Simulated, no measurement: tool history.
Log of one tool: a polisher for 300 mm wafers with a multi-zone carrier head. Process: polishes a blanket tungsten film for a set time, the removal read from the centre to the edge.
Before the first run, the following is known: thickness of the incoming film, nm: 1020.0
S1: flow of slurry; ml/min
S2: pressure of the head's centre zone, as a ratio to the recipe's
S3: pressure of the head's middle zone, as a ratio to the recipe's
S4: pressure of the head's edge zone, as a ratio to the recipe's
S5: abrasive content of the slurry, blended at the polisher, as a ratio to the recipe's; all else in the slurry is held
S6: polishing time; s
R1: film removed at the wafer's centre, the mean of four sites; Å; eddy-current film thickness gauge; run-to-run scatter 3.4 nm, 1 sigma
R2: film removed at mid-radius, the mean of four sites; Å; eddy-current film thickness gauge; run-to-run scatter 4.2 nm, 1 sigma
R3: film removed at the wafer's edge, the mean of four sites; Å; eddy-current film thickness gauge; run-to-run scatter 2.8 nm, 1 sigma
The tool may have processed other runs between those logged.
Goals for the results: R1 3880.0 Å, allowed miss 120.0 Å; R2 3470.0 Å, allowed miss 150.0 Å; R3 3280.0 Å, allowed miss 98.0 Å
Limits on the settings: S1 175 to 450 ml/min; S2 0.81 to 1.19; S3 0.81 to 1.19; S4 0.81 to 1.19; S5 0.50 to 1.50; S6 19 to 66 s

| run | hour | S1 | S2 | S3 | S4 | S5 | S6 | R1 | R2 | R3 |
|---|---|---|---|---|---|---|---|---|---|---|
| 1 | 0.0 | 290 | 1.00 | 1.00 | 1.00 | 1.00 | 42 | 2421.9 | 2494.9 | 2434.3 |
| 2 | 4.5 | 290 | 1.00 | 1.05 | 1.00 | 1.00 | 42 | 2471.8 | 2610.2 | 2416.9 |
| 3 | 6.8 | 290 | 1.00 | 1.05 | 1.00 | 0.80 | 42 | 2338.8 | 2467.5 | 2323.8 |
| 4 | 12.0 | 295 | 1.03 | 1.05 | 1.02 | 0.90 | 43 | 2489.7 | 2602.0 | 2441.4 |
| 5 | 13.0 | 300 | 1.05 | 1.04 | 1.02 | 1.00 | 44 | 2685.5 | 2706.5 | 2562.9 |
| 6 | 20.8 | 305 | 1.07 | 1.04 | 1.03 | 1.05 | 45 | 2761.4 | 2826.6 | 2633.9 |
| 7 | 29.1 | 305 | 1.09 | 1.03 | 1.02 | 1.10 | 46 | 2938.9 | 2934.4 | 2759.2 |
| 8 | 35.3 | 370 | 1.19 | 1.01 | 0.97 | 1.35 | 48 | 3382.4 | 3217.6 | 2971.2 |

Below are 5 possible settings for the next run. Only one of them brings all results inside the allowed miss of their targets. Which is it?
| A | 41.5 | 390 | 0.96 | 0.99 | 0.99 | 1.30 | 53 | ? | ? | ? |
| B | 41.5 | 400 | 1.04 | 0.95 | 1.01 | 1.35 | 57 | ? | ? | ? |
| C | 41.5 | 380 | 1.06 | 1.19 | 0.90 | 1.45 | 47 | ? | ? | ? |
| D | 41.5 | 395 | 1.17 | 0.97 | 0.90 | 1.15 | 57 | ? | ? | ? |
| E | 41.5 | 385 | 0.92 | 1.06 | 0.97 | 1.50 | 51 | ? | ? | ? |

| move | R1 | R2 | R3 |
|---|---|---|---|
| A | 3310.2 | 3391.6 | 3314.6 |
| B | 3780.7 | 3560.7 | 3637.8 |
| C | 3201.8 | 3598.5 | 2872.0 |
| D | 3927.5 | 3487.1 | 3316.8 |
| E | 3208.4 | 3571.5 | 3261.1 |
A: moves away from the targets compared with the last run
B: brings the last run's worst result on target, with another outside its allowed miss
C: moves away from the targets compared with the last run
D: in spec on every target
E: moves away from the targets compared with the last run
Correct choice: D, which meets every target

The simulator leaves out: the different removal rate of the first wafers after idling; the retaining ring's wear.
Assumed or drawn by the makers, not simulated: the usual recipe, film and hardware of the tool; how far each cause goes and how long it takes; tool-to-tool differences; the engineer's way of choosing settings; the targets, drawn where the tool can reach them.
